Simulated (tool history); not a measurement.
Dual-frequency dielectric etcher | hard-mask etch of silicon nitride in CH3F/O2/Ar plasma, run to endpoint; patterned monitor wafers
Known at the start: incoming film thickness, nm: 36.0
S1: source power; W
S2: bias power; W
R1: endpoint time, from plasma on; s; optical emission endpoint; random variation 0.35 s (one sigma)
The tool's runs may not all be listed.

run 1 hour=0.0 | S1=390 S2=60 | R1=49.615
run 2 hour=1.1 | S1=440 S2=60 | R1=48.606
run 3 hour=8.3 | S1=440 S2=69 | R1=46.216
run 4 hour=9.8 | S1=440 S2=64 | R1=47.151
run 5 hour=10.5 | S1=420 S2=62 | R1=48.316
run 6 hour=17.2 | S1=460 S2=62 | R1=47.882
run 7 hour=23.9 | S1=450 S2=59 | R1=48.802
run 8 hour=31.8 | S1=440 S2=57 | R1=48.692

Run 9 comes next. What will it give?
run 9 hour=36.0 | S1=420 S2=55 | R1=?

R1: 50.705 s
